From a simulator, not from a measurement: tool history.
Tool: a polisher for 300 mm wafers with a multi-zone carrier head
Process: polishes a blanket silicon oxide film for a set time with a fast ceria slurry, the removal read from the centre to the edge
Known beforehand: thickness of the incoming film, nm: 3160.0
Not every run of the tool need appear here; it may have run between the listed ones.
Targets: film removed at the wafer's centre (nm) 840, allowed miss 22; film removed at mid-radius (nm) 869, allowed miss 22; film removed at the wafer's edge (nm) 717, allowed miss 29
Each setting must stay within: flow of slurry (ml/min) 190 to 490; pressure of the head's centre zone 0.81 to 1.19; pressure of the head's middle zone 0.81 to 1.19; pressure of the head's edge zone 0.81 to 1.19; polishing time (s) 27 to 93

run,hour,flow of slurry (ml/min),pressure of the head's centre zone,pressure of the head's middle zone,pressure of the head's edge zone,polishing time (s),film removed at the wafer's centre (nm),film removed at mid-radius (nm),film removed at the wafer's edge (nm)
1,0,315,1,1,1,59,987.38,902.21,889.17
2,5.9,275,1,1,1,59,994.24,897.4,857.23
3,12,255,0.98,1.01,0.97,58,941.58,893.89,849.33
4,17.1,240,0.99,1.03,0.95,56,905.41,848.17,794.45
5,23.6,240,0.99,1.06,0.95,56,901.87,875.34,790.54
6,26.1,240,0.99,1.06,1,56,906.5,868.36,792.54
7,28.9,230,0.99,1.08,1,55,884.09,851.91,807.91
# hour 35.8: centre zone pressure recalibrated
8,35.8,230,0.99,1.08,1,55,807.76,864.38,795.15
9,44.7,230,1,1.09,0.97,55,810.13,866.99,790.93
10,52.1,220,0.96,1.08,0.94,55,773.11,853.03,775.54

4 next moves are on the table. One of them brings every result within its allowed miss. Which?
A,59.5,190,1.09,1.16,0.81,55,?,?,?
B,59.5,315,0.96,0.9,0.91,60,?,?,?
C,59.5,210,1.01,0.93,0.98,60,?,?,?
D,59.5,220,0.81,0.9,1.11,60,?,?,?

move,film removed at the wafer's centre (nm),film removed at mid-radius (nm),film removed at the wafer's edge (nm)
A,852.13,878.05,716.29
B,884.45,862.5,859.98
C,877.23,835.52,847.7
D,708.06,824.25,894.02
A: hits every target within its allowed miss
B: the result that was furthest off in the last run now lies on the other side of its target
C: the result that was furthest off in the last run now lies on the other side of its target
D: its largest miss is bigger than the last run's
The right move is A.
